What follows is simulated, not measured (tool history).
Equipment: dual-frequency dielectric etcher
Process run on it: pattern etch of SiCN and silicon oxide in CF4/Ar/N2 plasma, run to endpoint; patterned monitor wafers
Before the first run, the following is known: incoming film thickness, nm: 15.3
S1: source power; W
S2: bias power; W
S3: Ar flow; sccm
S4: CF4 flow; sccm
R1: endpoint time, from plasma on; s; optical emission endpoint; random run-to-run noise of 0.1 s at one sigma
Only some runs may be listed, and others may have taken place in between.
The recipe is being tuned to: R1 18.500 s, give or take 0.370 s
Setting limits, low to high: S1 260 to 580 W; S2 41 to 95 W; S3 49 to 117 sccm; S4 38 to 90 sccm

run    day   S1  S2  S3  S4      R1
  1  0.000  420  68  83  64  16.415
  2  0.183  420  76  83  64  15.729
  3  0.488  420  87  83  64  15.017
  4  0.662  420  94  83  64  14.661
  5  0.858  420  94  83  54  14.932
  6  1.021  420  94  83  42  15.682
     1.250  -- source power generator calibrated
  7  1.250  340  93  83  42  20.436
  8  1.546  350  93  83  42  19.952
  9  1.833  360  93  83  42  19.324

Exactly one of the 4 candidate moves below puts every result within its allowed miss. Which one?
  A  2.121  340  88  64  42   ?
  B  2.121  370  73  85  45   ?
  C  2.121  340  95  78  38   ?
  D  2.121  380  85  77  44   ?

move      R1
   A  20.353
   B  20.093
   C  20.522
   D  18.300
A: moves away from the targets compared with the last run
B: moves away from the targets compared with the last run
C: moves away from the targets compared with the last run
D: meets every target
So the answer is move D, the one that meets all the targets.
